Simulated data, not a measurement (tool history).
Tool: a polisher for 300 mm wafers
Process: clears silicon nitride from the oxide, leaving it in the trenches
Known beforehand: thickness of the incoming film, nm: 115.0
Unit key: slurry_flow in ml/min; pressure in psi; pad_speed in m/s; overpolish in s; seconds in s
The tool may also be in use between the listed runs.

run 1 hour=0.0 | slurry_flow=245 pressure=2.9 pad_speed=0.98 overpolish=44 | seconds=162.48
run 2 hour=8.7 | slurry_flow=200 pressure=2.9 pad_speed=0.98 overpolish=44 | seconds=168.37
run 3 hour=16.3 | slurry_flow=200 pressure=3.3 pad_speed=0.98 overpolish=44 | seconds=154.84
run 4 hour=23.2 | slurry_flow=200 pressure=3.3 pad_speed=0.84 overpolish=44 | seconds=176.57
run 5 hour=26.4 | slurry_flow=200 pressure=3.0 pad_speed=0.82 overpolish=44 | seconds=201.68
run 6 hour=32.7 | slurry_flow=200 pressure=3.0 pad_speed=0.82 overpolish=44 | seconds=195.74
run 7 hour=39.6 | slurry_flow=200 pressure=2.8 pad_speed=0.80 overpolish=44 | seconds=217.20
-- hour=42.9 slurry nozzle cleaned
run 8 hour=42.9 | slurry_flow=200 pressure=2.8 pad_speed=0.80 overpolish=44 | seconds=196.77
run 9 hour=51.6 | slurry_flow=200 pressure=2.6 pad_speed=0.74 overpolish=44 | seconds=227.17

Expected results for the next run?
run 10 hour=60.0 | slurry_flow=200 pressure=2.5 pad_speed=0.74 overpolish=44 | seconds=?

Run 10 measured seconds 223.81 s.

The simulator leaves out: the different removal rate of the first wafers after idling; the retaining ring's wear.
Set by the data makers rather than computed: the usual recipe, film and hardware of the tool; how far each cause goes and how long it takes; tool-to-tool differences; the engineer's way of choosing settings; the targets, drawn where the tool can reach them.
